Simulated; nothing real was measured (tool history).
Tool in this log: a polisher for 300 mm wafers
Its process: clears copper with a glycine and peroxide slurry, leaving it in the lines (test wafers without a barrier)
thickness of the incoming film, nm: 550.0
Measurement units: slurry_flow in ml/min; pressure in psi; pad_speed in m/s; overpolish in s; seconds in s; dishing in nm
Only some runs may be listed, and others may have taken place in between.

run 1 hour=0 | slurry_flow=250 pressure=2.7 pad_speed=1.28 overpolish=29 | seconds=95.072 dishing=71.443
run 2 hour=3.7 | slurry_flow=250 pressure=3.1 pad_speed=1.28 overpolish=29 | seconds=84.207 dishing=76.591
run 3 hour=8.9 | slurry_flow=230 pressure=3.1 pad_speed=1.28 overpolish=29 | seconds=83.454 dishing=77.235
run 4 hour=9.7 | slurry_flow=230 pressure=3.6 pad_speed=1.28 overpolish=29 | seconds=74.429 dishing=80.329
run 5 hour=13.3 | slurry_flow=230 pressure=3.3 pad_speed=1.28 overpolish=30 | seconds=80.181 dishing=78.509
run 6 hour=14.9 | slurry_flow=230 pressure=3.1 pad_speed=1.28 overpolish=31 | seconds=84.694 dishing=77.005
run 7 hour=21.3 | slurry_flow=230 pressure=2.9 pad_speed=1.28 overpolish=32 | seconds=89.356 dishing=72.821

What does the tool deliver on the next run?
run 8 hour=26.1 | slurry_flow=245 pressure=2.7 pad_speed=1.26 overpolish=34 | seconds=? dishing=?

seconds: 94.722 s
dishing: 77.403 nm
